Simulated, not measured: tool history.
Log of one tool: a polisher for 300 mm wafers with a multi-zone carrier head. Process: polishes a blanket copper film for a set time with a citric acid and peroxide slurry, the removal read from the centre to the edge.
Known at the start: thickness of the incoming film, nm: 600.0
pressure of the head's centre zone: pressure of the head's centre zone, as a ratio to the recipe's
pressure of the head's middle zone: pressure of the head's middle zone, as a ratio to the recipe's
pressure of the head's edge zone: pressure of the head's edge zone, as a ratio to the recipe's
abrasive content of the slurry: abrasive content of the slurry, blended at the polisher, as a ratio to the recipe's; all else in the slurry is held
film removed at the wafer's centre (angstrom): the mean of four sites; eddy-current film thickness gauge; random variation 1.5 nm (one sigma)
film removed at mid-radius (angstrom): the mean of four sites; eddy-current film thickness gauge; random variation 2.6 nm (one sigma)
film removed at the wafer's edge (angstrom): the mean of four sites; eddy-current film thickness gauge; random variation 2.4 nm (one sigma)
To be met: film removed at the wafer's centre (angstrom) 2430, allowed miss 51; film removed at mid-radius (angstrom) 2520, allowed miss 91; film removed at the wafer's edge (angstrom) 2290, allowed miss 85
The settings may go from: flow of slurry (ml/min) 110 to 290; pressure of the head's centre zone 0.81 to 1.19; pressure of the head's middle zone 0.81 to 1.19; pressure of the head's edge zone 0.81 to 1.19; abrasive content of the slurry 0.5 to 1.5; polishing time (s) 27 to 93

run	hour	flow of slurry (ml/min)	pressure of the head's centre zone	pressure of the head's middle zone	pressure of the head's edge zone	abrasive content of the slurry	polishing time (s)	film removed at the wafer's centre (angstrom)	film removed at mid-radius (angstrom)	film removed at the wafer's edge (angstrom)
1	0	185	1	1	1	1	59	2084.2	2077.4	2017
2	7.2	200	1.01	1.03	1.02	1.05	59	2120.7	2150.9	2093.7
3	8	165	1.01	1.03	1.02	1.05	59	2078.1	2102.7	1998
4	9.6	165	1.01	1.03	1.02	1.05	54	1893.6	1928.7	1884.4
5	15.9	165	1.01	1.03	0.96	1.05	54	1876.8	1916.7	1831.7
6	22.8	185	1.04	1.07	0.98	1.15	54	2020.3	1979.6	1916.3
7	28	185	1.04	1.1	0.97	1.2	56	2134.7	2188.5	1950.7
8	29.6	185	1.04	1.1	0.97	1.2	56	2126.2	2158.4	1962.8
9	31.8	200	1.04	1.12	1	1.25	56	2151.3	2197.7	2033.7
10	39.1	210	1.04	1.14	1	1.3	57	2218.8	2306.6	2074.9
11	44.1	220	1.04	1.15	1.01	1.35	57	2274.9	2381.1	2110.8
12	46.1	230	1.04	1.15	1.03	1.35	57	2255.5	2388.9	2140.6

Which of these 5 next moves meets every target?
A	48.1	215	1.08	1.08	1.12	1.3	60	?	?	?
B	48.1	235	1.02	0.97	1.15	1.4	61	?	?	?
C	48.1	230	1	1.19	0.99	1.4	52	?	?	?
D	48.1	220	1.06	1.07	1.07	1.3	63	?	?	?
E	48.1	280	1.03	1.14	1.03	1.2	61	?	?	?

move	film removed at the wafer's centre (angstrom)	film removed at mid-radius (angstrom)	film removed at the wafer's edge (angstrom)
A	2452.6	2370.7	2267.2
B	2417.7	2339	2386.8
C	2015.8	2218.2	1905.4
D	2536.2	2485.3	2341.3
E	2430.5	2528.3	2247.9
A: brings the result that was furthest off to its target, and leaves another outside
B: brings the result that was furthest off to its target, and leaves another outside
C: further off than the last run
D: takes the result that was furthest off past its target
E: meets every target
Move E is the one to make.
